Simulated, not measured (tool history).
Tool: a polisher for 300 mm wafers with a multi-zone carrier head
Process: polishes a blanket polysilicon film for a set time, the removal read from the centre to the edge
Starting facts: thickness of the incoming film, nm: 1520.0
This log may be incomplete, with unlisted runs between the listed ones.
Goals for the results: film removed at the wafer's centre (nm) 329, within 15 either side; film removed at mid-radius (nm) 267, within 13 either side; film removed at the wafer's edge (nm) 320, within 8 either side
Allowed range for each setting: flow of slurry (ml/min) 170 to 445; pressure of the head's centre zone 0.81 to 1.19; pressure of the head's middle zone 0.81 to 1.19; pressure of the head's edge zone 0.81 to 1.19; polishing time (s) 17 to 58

run    day  flow of slurry (ml/min)  pressure of the head's centre zone  pressure of the head's middle zone  pressure of the head's edge zone  polishing time (s)  film removed at the wafer's centre (nm)  film removed at mid-radius (nm)  film removed at the wafer's edge (nm)
  1      0                      285                                   1                                   1                                 1                  37                                   271.77                           322.41                                 324.41
  2    0.2                      285                                1.06                                0.94                                 1                  37                                   291.09                           309.92                                 329.36
  3  0.425                      290                                 1.1                                 0.9                              0.99                  37                                    304.9                           295.99                                 329.73
  4  0.571                      290                                1.05                                 0.9                              0.99                  37                                   293.94                           294.87                                 326.93
       0.8  -- centre zone pressure recalibrated
  5    0.8                      290                                   1                                 0.9                              0.99                  37                                   311.24                           295.45                                 328.19
  6  1.129                      290                                0.95                                 0.9                              0.99                  37                                   303.09                           292.06                                 328.89
  7  1.192                      290                                0.95                                0.87                              0.97                  37                                   297.86                           285.96                                 323.36
  8  1.546                      335                                0.99                                0.85                              0.97                  36                                   309.72                           279.23                                 318.23
  9  1.862                      355                                   1                                0.84                              0.98                  36                                   315.35                           272.28                                 320.06

Of the 5 settings listed for the next run, only one would bring every result within its allowed miss of target. Which one?
  A  2.179                      235                                   1                                0.93                              1.11                  35                                        ?                                ?                                      ?
  B  2.179                      320                                   1                                0.93                              0.95                  36                                        ?                                ?                                      ?
  C  2.179                      310                                1.06                                0.82                                 1                  36                                        ?                                ?                                      ?
  D  2.179                      325                                0.97                                0.92                              1.03                  36                                        ?                                ?                                      ?
  E  2.179                      340                                1.02                                 0.9                              1.02                  34                                        ?                                ?                                      ?

move  film removed at the wafer's centre (nm)  film removed at mid-radius (nm)  film removed at the wafer's edge (nm)
   A                                   289.32                           276.91                                 325.93
   B                                   307.22                           293.17                                 317.47
   C                                   324.59                           263.44                                 325.15
   D                                   298.34                           290.93                                 330.41
   E                                   297.55                            270.7                                 311.51
A: moves away from the targets compared with the last run
B: moves away from the targets compared with the last run
C: hits every target within its allowed miss
D: moves away from the targets compared with the last run
E: moves away from the targets compared with the last run
The right move is C.

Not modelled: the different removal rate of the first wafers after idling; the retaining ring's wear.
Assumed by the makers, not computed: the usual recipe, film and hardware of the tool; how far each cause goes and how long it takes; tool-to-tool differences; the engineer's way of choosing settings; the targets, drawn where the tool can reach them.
